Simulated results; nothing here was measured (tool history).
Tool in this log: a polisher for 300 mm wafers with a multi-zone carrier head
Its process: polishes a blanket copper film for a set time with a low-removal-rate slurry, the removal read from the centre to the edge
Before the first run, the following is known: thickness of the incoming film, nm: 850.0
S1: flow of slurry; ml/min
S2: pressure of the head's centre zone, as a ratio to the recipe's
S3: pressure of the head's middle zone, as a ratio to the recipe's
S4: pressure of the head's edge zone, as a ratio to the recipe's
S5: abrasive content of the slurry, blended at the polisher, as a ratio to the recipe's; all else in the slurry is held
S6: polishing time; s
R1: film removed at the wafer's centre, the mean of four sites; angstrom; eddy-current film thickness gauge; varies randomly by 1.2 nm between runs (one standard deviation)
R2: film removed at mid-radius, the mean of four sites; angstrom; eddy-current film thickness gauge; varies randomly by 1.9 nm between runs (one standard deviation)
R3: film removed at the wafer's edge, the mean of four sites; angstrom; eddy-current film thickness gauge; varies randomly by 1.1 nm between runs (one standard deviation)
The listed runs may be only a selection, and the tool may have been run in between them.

Run 1, day 0.000: S1 320 ml/min, S2 1.00, S3 1.00, S4 1.00, S5 1.00, S6 51 s. Result: R1 990.67 angstrom, R2 1001.80 angstrom, R3 1016.60 angstrom.
Run 2, day 0.317: S1 320 ml/min, S2 1.00, S3 1.00, S4 1.00, S5 1.00, S6 63 s. Result: R1 1228.60 angstrom, R2 1249.30 angstrom, R3 1253.70 angstrom.
Run 3, day 0.671: S1 320 ml/min, S2 1.00, S3 1.00, S4 1.00, S5 1.00, S6 54 s. Result: R1 1051.10 angstrom, R2 1035.40 angstrom, R3 1076.00 angstrom.
Run 4, day 0.783: S1 320 ml/min, S2 1.00, S3 0.97, S4 1.00, S5 1.00, S6 54 s. Result: R1 1057.00 angstrom, R2 1020.10 angstrom, R3 1065.30 angstrom.
Run 5, day 0.892: S1 320 ml/min, S2 1.00, S3 0.97, S4 1.00, S5 1.00, S6 49 s. Result: R1 957.19 angstrom, R2 924.10 angstrom, R3 959.60 angstrom.
Run 6, day 1.238: S1 320 ml/min, S2 0.93, S3 0.97, S4 1.00, S5 1.00, S6 49 s. Result: R1 892.82 angstrom, R2 943.75 angstrom, R3 975.24 angstrom.
Run 7, day 1.596: S1 325 ml/min, S2 0.97, S3 1.01, S4 1.01, S5 1.10, S6 51 s. Result: R1 990.73 angstrom, R2 1013.70 angstrom, R3 1047.30 angstrom.
Run 8, day 1.933: S1 330 ml/min, S2 0.99, S3 1.05, S4 1.00, S5 1.20, S6 52 s. Result: R1 1045.50 angstrom, R2 1080.30 angstrom, R3 1068.60 angstrom.

For run 9, what comes out?
Run 9, day 2.229: S1 335 ml/min, S2 1.01, S3 1.08, S4 1.02, S5 1.25, S6 53 s. Result: R1 ?, R2 ?, R3 ?.

R1: 1111.80 angstrom
R2: 1168.50 angstrom
R3: 1120.60 angstrom
